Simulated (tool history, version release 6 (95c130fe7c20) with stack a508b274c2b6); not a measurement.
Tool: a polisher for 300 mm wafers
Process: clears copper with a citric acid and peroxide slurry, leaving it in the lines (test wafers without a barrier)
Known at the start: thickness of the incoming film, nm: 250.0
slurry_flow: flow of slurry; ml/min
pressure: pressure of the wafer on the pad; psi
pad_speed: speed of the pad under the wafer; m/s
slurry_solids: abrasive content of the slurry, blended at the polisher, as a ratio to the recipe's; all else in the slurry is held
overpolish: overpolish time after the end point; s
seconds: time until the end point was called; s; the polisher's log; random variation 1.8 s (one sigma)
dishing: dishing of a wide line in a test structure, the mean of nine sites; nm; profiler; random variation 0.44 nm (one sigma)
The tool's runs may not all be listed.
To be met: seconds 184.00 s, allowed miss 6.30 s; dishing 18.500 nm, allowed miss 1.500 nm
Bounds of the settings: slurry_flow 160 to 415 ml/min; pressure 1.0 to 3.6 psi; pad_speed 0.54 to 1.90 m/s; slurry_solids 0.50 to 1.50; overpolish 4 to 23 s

{"run": 1, "hour": 0.0, "slurry_flow": 265, "pressure": 2.3, "pad_speed": 1.22, "slurry_solids": 1.0, "overpolish": 12, "seconds": 148.16, "dishing": 17.524}
{"run": 2, "hour": 0.8, "slurry_flow": 265, "pressure": 2.2, "pad_speed": 1.22, "slurry_solids": 1.0, "overpolish": 13, "seconds": 157.26, "dishing": 18.028}
{"run": 3, "hour": 7.8, "slurry_flow": 265, "pressure": 2.2, "pad_speed": 1.22, "slurry_solids": 1.2, "overpolish": 13, "seconds": 149.5, "dishing": 18.934}
{"run": 4, "hour": 9.6, "slurry_flow": 265, "pressure": 2.2, "pad_speed": 1.22, "slurry_solids": 1.05, "overpolish": 13, "seconds": 151.76, "dishing": 17.825}
{"run": 5, "hour": 16.4, "slurry_flow": 265, "pressure": 2.2, "pad_speed": 1.22, "slurry_solids": 1.05, "overpolish": 15, "seconds": 156.64, "dishing": 21.395}
{"run": 6, "hour": 23.1, "slurry_flow": 230, "pressure": 2.2, "pad_speed": 1.22, "slurry_solids": 1.05, "overpolish": 15, "seconds": 155.47, "dishing": 20.788}
{"run": 7, "hour": 26.0, "slurry_flow": 230, "pressure": 2.1, "pad_speed": 1.22, "slurry_solids": 1.05, "overpolish": 15, "seconds": 160.74, "dishing": 20.624}
{"run": 8, "hour": 27.0, "slurry_flow": 230, "pressure": 2.0, "pad_speed": 1.22, "slurry_solids": 1.05, "overpolish": 15, "seconds": 169.17, "dishing": 18.686}
{"run": 9, "hour": 35.9, "slurry_flow": 230, "pressure": 1.9, "pad_speed": 1.22, "slurry_solids": 1.05, "overpolish": 16, "seconds": 172.29, "dishing": 19.037}

5 next moves are on the table. One of them brings every result within its allowed miss. Which?
{"run": "A", "hour": 44.8, "slurry_flow": 250, "pressure": 1.9, "pad_speed": 1.1, "slurry_solids": 1.3, "overpolish": 16, "seconds": "?", "dishing": "?"}
{"run": "B", "hour": 44.8, "slurry_flow": 255, "pressure": 1.9, "pad_speed": 1.32, "slurry_solids": 0.95, "overpolish": 14, "seconds": "?", "dishing": "?"}
{"run": "C", "hour": 44.8, "slurry_flow": 185, "pressure": 2.4, "pad_speed": 1.02, "slurry_solids": 1.45, "overpolish": 16, "seconds": "?", "dishing": "?"}
{"run": "D", "hour": 44.8, "slurry_flow": 290, "pressure": 1.9, "pad_speed": 1.32, "slurry_solids": 1.15, "overpolish": 13, "seconds": "?", "dishing": "?"}
{"run": "E", "hour": 44.8, "slurry_flow": 215, "pressure": 1.8, "pad_speed": 1.38, "slurry_solids": 1.05, "overpolish": 14, "seconds": "?", "dishing": "?"}

move=A seconds=185.89 dishing=17.686
move=B seconds=166.25 dishing=17.325
move=C seconds=164.89 dishing=19.858
move=D seconds=157.96 dishing=16.960
move=E seconds=165.99 dishing=17.328
A: meets every target
B: further off than the last run
C: further off than the last run
D: further off than the last run
E: further off than the last run
Answer: A
